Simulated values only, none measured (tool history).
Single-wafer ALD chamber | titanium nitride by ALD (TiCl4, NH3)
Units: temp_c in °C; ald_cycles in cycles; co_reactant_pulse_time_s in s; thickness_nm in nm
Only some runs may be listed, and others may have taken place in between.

run,day,temp_c,ald_cycles,co_reactant_pulse_time_s,thickness_nm
1,0.000,405,77,1.70,1.6632
2,0.050,410,77,1.70,1.6777
3,0.417,410,77,1.47,1.6518
4,0.738,414,77,1.47,1.6521
5,0.808,414,77,1.92,1.6804
6,0.833,414,80,1.92,1.7465
7,1.121,417,79,1.64,1.7205
8,1.254,409,79,1.42,1.6895
9,1.567,403,79,1.24,1.6588
10,1.650,398,79,1.10,1.6205
11,1.917,394,79,0.99,1.5767
12,2.288,392,79,0.91,1.5425
13,2.467,391,79,0.88,1.5172
14,2.679,390,79,0.88,1.5192
15,2.929,389,79,0.88,1.5145

Predict the results of run 16:
16,2.983,388,79,0.88,?

{"run 16": {"thickness_nm": 1.5097}}
